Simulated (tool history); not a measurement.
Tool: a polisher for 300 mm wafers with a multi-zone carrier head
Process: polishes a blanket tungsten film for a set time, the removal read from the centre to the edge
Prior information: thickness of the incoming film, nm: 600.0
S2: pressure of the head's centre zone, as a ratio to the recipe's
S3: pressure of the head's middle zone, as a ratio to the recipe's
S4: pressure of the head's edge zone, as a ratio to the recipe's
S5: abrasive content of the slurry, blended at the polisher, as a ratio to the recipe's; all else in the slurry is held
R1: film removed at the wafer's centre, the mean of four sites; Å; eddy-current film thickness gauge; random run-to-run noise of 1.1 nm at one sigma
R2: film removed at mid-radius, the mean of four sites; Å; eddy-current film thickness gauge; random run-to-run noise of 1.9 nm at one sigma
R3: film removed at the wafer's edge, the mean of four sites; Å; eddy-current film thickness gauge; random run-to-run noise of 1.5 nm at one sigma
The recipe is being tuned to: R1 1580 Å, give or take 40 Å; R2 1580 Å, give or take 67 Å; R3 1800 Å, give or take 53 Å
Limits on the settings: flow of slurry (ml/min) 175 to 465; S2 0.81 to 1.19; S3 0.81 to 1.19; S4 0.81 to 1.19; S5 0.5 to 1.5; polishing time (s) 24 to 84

Run 1, hour 0: flow of slurry (ml/min) 295, S2 1, S3 1, S4 1, S5 1, polishing time (s) 54. Result: R1 2075.2 Å, R2 2025.6 Å, R3 2138.4 Å.
Run 2, hour 6.2: flow of slurry (ml/min) 335, S2 1, S3 1, S4 1, S5 1, polishing time (s) 54. Result: R1 2114.1 Å, R2 2021.5 Å, R3 2156.9 Å.
Run 3, hour 10.5: flow of slurry (ml/min) 335, S2 0.98, S3 0.98, S4 0.98, S5 0.95, polishing time (s) 54. Result: R1 2044.7 Å, R2 1959.7 Å, R3 2123.2 Å.
Run 4, hour 16: flow of slurry (ml/min) 330, S2 0.96, S3 0.97, S4 0.96, S5 0.9, polishing time (s) 54. Result: R1 1999.8 Å, R2 1922.5 Å, R3 2024.5 Å.
Run 5, hour 24.8: flow of slurry (ml/min) 330, S2 1.03, S3 0.97, S4 0.96, S5 0.9, polishing time (s) 54. Result: R1 2042 Å, R2 1992.6 Å, R3 2045.2 Å.
Run 6, hour 30.3: flow of slurry (ml/min) 330, S2 1.03, S3 0.97, S4 0.89, S5 0.9, polishing time (s) 54. Result: R1 2086.2 Å, R2 1949.5 Å, R3 1971.6 Å.
Run 7, hour 36.5: flow of slurry (ml/min) 320, S2 1, S3 0.95, S4 0.9, S5 0.85, polishing time (s) 54. Result: R1 1993.4 Å, R2 1869.9 Å, R3 1969.3 Å.
Run 8, hour 41.6: flow of slurry (ml/min) 310, S2 0.97, S3 0.95, S4 0.9, S5 0.8, polishing time (s) 54. Result: R1 1930.6 Å, R2 1837.3 Å, R3 1911 Å.
Run 9, hour 43.5: flow of slurry (ml/min) 300, S2 0.95, S3 0.94, S4 0.91, S5 0.75, polishing time (s) 54. Result: R1 1849.5 Å, R2 1782 Å, R3 1892.9 Å.
Run 10, hour 44.3: flow of slurry (ml/min) 290, S2 0.93, S3 0.93, S4 0.91, S5 0.75, polishing time (s) 54. Result: R1 1848.8 Å, R2 1773.8 Å, R3 1871.2 Å.
Run 11, hour 45.3: flow of slurry (ml/min) 315, S2 0.83, S3 0.87, S4 1.01, S5 0.5, polishing time (s) 52. Result: R1 1538.3 Å, R2 1495.7 Å, R3 1731.5 Å.

Consider the 5 candidate settings below. Which is the only one whose results all fall within their allowed miss of target?
Run A, hour 46.3: flow of slurry (ml/min) 305, S2 0.81, S3 0.94, S4 0.92, S5 0.7, polishing time (s) 48. Result: R1 ?, R2 ?, R3 ?.
Run B, hour 46.3: flow of slurry (ml/min) 320, S2 0.85, S3 0.97, S4 0.94, S5 0.5, polishing time (s) 50. Result: R1 ?, R2 ?, R3 ?.
Run C, hour 46.3: flow of slurry (ml/min) 290, S2 0.86, S3 0.93, S4 1.05, S5 0.5, polishing time (s) 53. Result: R1 ?, R2 ?, R3 ?.
Run D, hour 46.3: flow of slurry (ml/min) 375, S2 0.84, S3 1.06, S4 0.95, S5 0.5, polishing time (s) 48. Result: R1 ?, R2 ?, R3 ?.
Run E, hour 46.3: flow of slurry (ml/min) 295, S2 0.81, S3 0.81, S4 1.05, S5 0.65, polishing time (s) 50. Result: R1 ?, R2 ?, R3 ?.

move      R1      R2      R3
   A  1494.8  1606.6    1659
   B  1475.1  1585.7  1610.1
   C  1554.7  1607.5  1786.8
   D  1430.9  1660.8  1568.8
   E  1521.1  1453.7  1805.4
A: the biggest miss grows against the last run
B: the biggest miss grows against the last run
C: all results land within tolerance of their targets
D: the biggest miss grows against the last run
E: gets the furthest-off result to its target, but another result is out of tolerance
The move that meets every target is C.
